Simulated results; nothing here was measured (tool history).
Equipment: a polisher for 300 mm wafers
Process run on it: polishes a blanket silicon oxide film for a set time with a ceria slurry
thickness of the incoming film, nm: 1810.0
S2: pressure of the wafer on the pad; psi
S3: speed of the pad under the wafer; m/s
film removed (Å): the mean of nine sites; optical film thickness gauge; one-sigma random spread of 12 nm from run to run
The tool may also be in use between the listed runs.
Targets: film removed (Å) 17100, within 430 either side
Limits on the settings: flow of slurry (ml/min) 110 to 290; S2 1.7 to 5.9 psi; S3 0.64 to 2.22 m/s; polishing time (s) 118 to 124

{"run": 1, "hour": 0.0, "flow of slurry (ml/min)": 185, "S2": 3.8, "S3": 1.42, "polishing time (s)": 118, "film removed (Å)": 10820}
{"run": 2, "hour": 1.8, "flow of slurry (ml/min)": 195, "S2": 4.3, "S3": 1.42, "polishing time (s)": 118, "film removed (Å)": 11945}
{"run": 3, "hour": 6.7, "flow of slurry (ml/min)": 235, "S2": 4.3, "S3": 1.42, "polishing time (s)": 118, "film removed (Å)": 12236}
{"run": 4, "hour": 14.0, "flow of slurry (ml/min)": 235, "S2": 4.3, "S3": 1.42, "polishing time (s)": 118, "film removed (Å)": 12487}
{"run": 5, "hour": 14.8, "flow of slurry (ml/min)": 240, "S2": 4.7, "S3": 1.42, "polishing time (s)": 118, "film removed (Å)": 13411}
{"run": 6, "hour": 21.5, "flow of slurry (ml/min)": 240, "S2": 4.7, "S3": 1.18, "polishing time (s)": 118, "film removed (Å)": 11123}
{"run": 7, "hour": 29.0, "flow of slurry (ml/min)": 240, "S2": 5.1, "S3": 1.24, "polishing time (s)": 118, "film removed (Å)": 12477}
{"run": 8, "hour": 37.3, "flow of slurry (ml/min)": 245, "S2": 5.3, "S3": 1.3, "polishing time (s)": 118, "film removed (Å)": 13372}
{"run": 9, "hour": 44.5, "flow of slurry (ml/min)": 250, "S2": 5.5, "S3": 1.36, "polishing time (s)": 118, "film removed (Å)": 14558}
{"run": 10, "hour": 47.7, "flow of slurry (ml/min)": 255, "S2": 5.6, "S3": 1.4, "polishing time (s)": 118, "film removed (Å)": 15359}
{"run": 11, "hour": 56.0, "flow of slurry (ml/min)": 255, "S2": 5.7, "S3": 1.42, "polishing time (s)": 118, "film removed (Å)": 15564}

5 candidate next runs follow, results not yet known. Just one meets every target within its allowed miss. Identify it.
{"run": "A", "hour": 64.3, "flow of slurry (ml/min)": 275, "S2": 4.7, "S3": 1.8, "polishing time (s)": 124, "film removed (Å)": "?"}
{"run": "B", "hour": 64.3, "flow of slurry (ml/min)": 250, "S2": 5.9, "S3": 1.5, "polishing time (s)": 124, "film removed (Å)": "?"}
{"run": "C", "hour": 64.3, "flow of slurry (ml/min)": 265, "S2": 5.8, "S3": 1.52, "polishing time (s)": 118, "film removed (Å)": "?"}
{"run": "D", "hour": 64.3, "flow of slurry (ml/min)": 275, "S2": 5.5, "S3": 1.34, "polishing time (s)": 119, "film removed (Å)": "?"}
{"run": "E", "hour": 64.3, "flow of slurry (ml/min)": 290, "S2": 4.9, "S3": 1.36, "polishing time (s)": 124, "film removed (Å)": "?"}

move=A film_removed_(Å)=17956
move=B film_removed_(Å)=17936
move=C film_removed_(Å)=17152
move=D film_removed_(Å)=14701
move=E film_removed_(Å)=14212
A: moves the result that the last run missed by most past its target, out the other side
B: moves the result that the last run missed by most past its target, out the other side
C: every result lands within tolerance
D: lands further from the targets than the last run did
E: lands further from the targets than the last run did
Correct choice: C, which meets every target
